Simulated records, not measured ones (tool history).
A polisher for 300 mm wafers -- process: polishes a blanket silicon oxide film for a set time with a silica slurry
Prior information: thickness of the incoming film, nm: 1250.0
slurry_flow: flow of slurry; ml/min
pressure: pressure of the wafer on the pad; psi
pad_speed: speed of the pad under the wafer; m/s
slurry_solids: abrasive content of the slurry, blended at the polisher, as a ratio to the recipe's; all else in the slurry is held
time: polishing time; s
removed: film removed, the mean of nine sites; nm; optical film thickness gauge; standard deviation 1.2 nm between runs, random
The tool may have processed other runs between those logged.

{"run": 1, "hour": 0.0, "slurry_flow": 250, "pressure": 5.3, "pad_speed": 1.02, "slurry_solids": 1.0, "time": 57, "removed": 272.94}
{"run": 2, "hour": 5.1, "slurry_flow": 250, "pressure": 5.0, "pad_speed": 0.96, "slurry_solids": 0.95, "time": 56, "removed": 236.66}
{"run": 3, "hour": 12.8, "slurry_flow": 250, "pressure": 4.7, "pad_speed": 0.9, "slurry_solids": 0.95, "time": 56, "removed": 210.52}
{"run": 4, "hour": 19.1, "slurry_flow": 250, "pressure": 4.5, "pad_speed": 0.86, "slurry_solids": 0.95, "time": 56, "removed": 190.95}
{"run": 5, "hour": 24.1, "slurry_flow": 250, "pressure": 4.3, "pad_speed": 0.82, "slurry_solids": 0.95, "time": 56, "removed": 174.61}
{"run": 6, "hour": 25.8, "slurry_flow": 250, "pressure": 4.1, "pad_speed": 0.8, "slurry_solids": 0.95, "time": 56, "removed": 165.85}
{"run": 7, "hour": 26.6, "slurry_flow": 250, "pressure": 4.1, "pad_speed": 0.8, "slurry_solids": 0.95, "time": 56, "removed": 167.54}
{"run": 8, "hour": 31.8, "slurry_flow": 250, "pressure": 3.9, "pad_speed": 0.76, "slurry_solids": 0.95, "time": 56, "removed": 156.51}
{"run": 9, "hour": 40.8, "slurry_flow": 250, "pressure": 3.7, "pad_speed": 0.72, "slurry_solids": 0.95, "time": 56, "removed": 142.34}
{"hour": 46.3, "done": "head pressure recalibrated"}
{"run": 10, "hour": 46.3, "slurry_flow": 250, "pressure": 2.4, "pad_speed": 0.46, "slurry_solids": 0.9, "time": 56, "removed": 60.524}

Predict the results of run 11:
{"run": 11, "hour": 49.5, "slurry_flow": 250, "pressure": 3.7, "pad_speed": 0.46, "slurry_solids": 0.9, "time": 56, "removed": "?"}

{"run 11": {"removed": 92.578}}

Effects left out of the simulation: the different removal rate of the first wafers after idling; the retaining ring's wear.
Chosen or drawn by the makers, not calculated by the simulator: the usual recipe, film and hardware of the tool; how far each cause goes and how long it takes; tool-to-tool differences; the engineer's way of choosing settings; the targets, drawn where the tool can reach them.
